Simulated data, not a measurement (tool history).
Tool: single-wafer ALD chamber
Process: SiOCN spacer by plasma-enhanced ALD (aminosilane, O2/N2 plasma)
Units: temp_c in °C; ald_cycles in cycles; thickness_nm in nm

run 1 hour=0 | temp_c=395 ald_cycles=98 | thickness_nm=5.8883
run 2 hour=6.7 | temp_c=395 ald_cycles=87 | thickness_nm=5.227
run 3 hour=9.2 | temp_c=395 ald_cycles=99 | thickness_nm=5.926
run 4 hour=16.3 | temp_c=395 ald_cycles=102 | thickness_nm=6.1384
run 5 hour=19.9 | temp_c=386 ald_cycles=102 | thickness_nm=6.1317
run 6 hour=23.5 | temp_c=386 ald_cycles=104 | thickness_nm=6.2495

Run 7 comes next. What will it give?
run 7 hour=30.4 | temp_c=386 ald_cycles=106 | thickness_nm=?

Run 7 gave thickness_nm 6.3845 nm.

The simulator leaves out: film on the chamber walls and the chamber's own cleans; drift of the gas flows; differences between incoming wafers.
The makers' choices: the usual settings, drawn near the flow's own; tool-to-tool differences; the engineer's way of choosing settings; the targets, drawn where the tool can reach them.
